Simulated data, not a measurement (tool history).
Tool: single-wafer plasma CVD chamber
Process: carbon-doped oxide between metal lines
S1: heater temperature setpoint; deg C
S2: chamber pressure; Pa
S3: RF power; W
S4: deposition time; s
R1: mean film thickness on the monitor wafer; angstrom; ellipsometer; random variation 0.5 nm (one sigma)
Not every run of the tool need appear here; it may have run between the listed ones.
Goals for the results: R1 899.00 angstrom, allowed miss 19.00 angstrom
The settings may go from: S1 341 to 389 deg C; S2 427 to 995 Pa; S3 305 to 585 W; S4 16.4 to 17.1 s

run	hour	S1	S2	S3	S4	R1
1	0.0	365	711	445	17.1	753.46
2	5.1	365	592	445	17.1	736.49
3	13.8	363	645	475	17.1	801.68
4	14.6	363	645	475	16.4	760.16
5	17.7	363	645	475	16.4	761.30
6	21.1	363	645	510	16.4	812.82
7	22.0	360	680	520	16.4	834.02
8	30.9	359	699	530	16.4	848.22
9	38.3	359	705	540	16.4	863.52
10	47.1	358	713	545	16.4	873.25
11	55.7	358	719	550	16.4	878.63

Which one of the following 5 next-run settings gets every result inside its allowed miss? There is exactly one.
A	64.3	358	668	540	17.1	?
B	64.3	356	707	535	16.4	?
C	64.3	349	741	515	16.4	?
D	64.3	359	693	530	16.4	?
E	64.3	360	660	525	16.7	?

move	R1
A	897.32
B	867.80
C	869.17
D	851.83
E	852.63
A: every result lands within tolerance
B: moves away from the targets compared with the last run
C: moves away from the targets compared with the last run
D: moves away from the targets compared with the last run
E: moves away from the targets compared with the last run
The right move is A.

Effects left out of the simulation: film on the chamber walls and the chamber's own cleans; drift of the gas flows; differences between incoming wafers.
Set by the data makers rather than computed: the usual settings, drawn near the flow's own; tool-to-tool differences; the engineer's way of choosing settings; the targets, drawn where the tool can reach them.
